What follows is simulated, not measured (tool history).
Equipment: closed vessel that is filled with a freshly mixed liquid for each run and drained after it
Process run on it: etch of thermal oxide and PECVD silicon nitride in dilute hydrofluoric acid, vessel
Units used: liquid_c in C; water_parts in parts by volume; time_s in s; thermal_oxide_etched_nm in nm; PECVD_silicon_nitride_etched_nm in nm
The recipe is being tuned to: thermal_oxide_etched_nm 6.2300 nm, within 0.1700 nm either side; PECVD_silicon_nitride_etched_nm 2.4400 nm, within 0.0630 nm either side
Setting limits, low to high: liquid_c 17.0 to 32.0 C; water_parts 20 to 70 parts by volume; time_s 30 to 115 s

run	hour	liquid_c	water_parts	time_s	thermal_oxide_etched_nm	PECVD_silicon_nitride_etched_nm
1	0.0	24.0	40	60	7.4358	3.0030
2	5.0	23.5	40	60	7.3040	2.9453
3	6.1	23.0	40	60	7.1558	2.8128
4	10.5	26.5	40	60	8.2980	3.5514
5	12.0	26.5	40	35	4.8276	2.0601
6	14.4	28.0	40	35	5.1584	2.3132
7	21.6	27.5	40	35	5.0239	2.2349
8	26.6	27.5	40	35	5.0356	2.2301
9	29.9	27.0	40	35	4.9485	2.1460
10	31.7	26.5	40	35	4.8263	2.0794
11	35.6	26.0	35	35	5.4302	2.3015
12	37.3	25.5	35	35	5.3400	2.2168
13	42.6	24.5	30	35	6.0146	2.4242
14	46.0	24.0	30	35	5.8482	2.3326
15	48.3	23.5	30	35	5.7745	2.2425
16	55.8	23.5	30	35	5.7535	2.2288
17	62.1	24.0	30	35	5.8766	2.3387
# hour 67.5: thermometer replaced
18	67.5	23.5	25	35	7.6073	3.0657
19	70.0	23.0	25	35	7.4556	2.9960

Consider the 5 candidate settings below. Which is the only one whose results all fall within their allowed miss of target?
A	72.5	18.5	20	30	?	?
B	72.5	17.5	25	40	?	?
C	72.5	17.5	35	55	?	?
D	72.5	21.0	35	45	?	?
E	72.5	19.0	30	45	?	?

move	thermal_oxide_etched_nm	PECVD_silicon_nitride_etched_nm
A	6.6044	2.2972
B	6.7034	2.3065
C	6.5100	2.2965
D	6.1954	2.4033
E	6.6723	2.4241
A: carries the result that was furthest off beyond its target, to the other side
B: carries the result that was furthest off beyond its target, to the other side
C: carries the result that was furthest off beyond its target, to the other side
D: every result lands within tolerance
E: brings the result that was furthest off to its target, and leaves another outside
So the answer is move D, the one that meets all the targets.

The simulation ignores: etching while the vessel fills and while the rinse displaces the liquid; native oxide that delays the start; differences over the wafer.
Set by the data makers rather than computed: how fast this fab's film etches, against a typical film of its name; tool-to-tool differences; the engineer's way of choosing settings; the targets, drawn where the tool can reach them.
